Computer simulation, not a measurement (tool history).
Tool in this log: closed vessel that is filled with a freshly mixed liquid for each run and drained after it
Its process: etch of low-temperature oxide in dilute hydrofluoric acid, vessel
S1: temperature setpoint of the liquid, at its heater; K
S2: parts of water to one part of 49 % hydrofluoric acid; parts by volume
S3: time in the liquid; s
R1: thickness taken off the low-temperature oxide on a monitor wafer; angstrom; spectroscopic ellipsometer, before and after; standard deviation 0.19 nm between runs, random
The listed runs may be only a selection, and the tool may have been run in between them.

| run | day | S1 | S2 | S3 | R1 |
|---|---|---|---|---|---|
| 1 | 0 | 293.15 | 290 | 375 | 339.01 |
| 2 | 0.162 | 293.15 | 290 | 375 | 331.98 |
| 3 | 0.55 | 293.15 | 290 | 400 | 353.29 |
| 4 | 0.925 | 291.15 | 290 | 400 | 334.32 |
| 5 | 1.188 | 290.15 | 290 | 400 | 315.66 |
| 6 | 1.5 | 290.15 | 315 | 400 | 284.97 |
| 7 | 1.712 | 290.15 | 330 | 400 | 275.68 |
| 8 | 1.988 | 290.15 | 345 | 400 | 257.86 |

Estimate the outcome of run 9 from the log above:
| 9 | 2.133 | 290.15 | 355 | 400 | ? |

Run 9 produced R1 248.23 angstrom.

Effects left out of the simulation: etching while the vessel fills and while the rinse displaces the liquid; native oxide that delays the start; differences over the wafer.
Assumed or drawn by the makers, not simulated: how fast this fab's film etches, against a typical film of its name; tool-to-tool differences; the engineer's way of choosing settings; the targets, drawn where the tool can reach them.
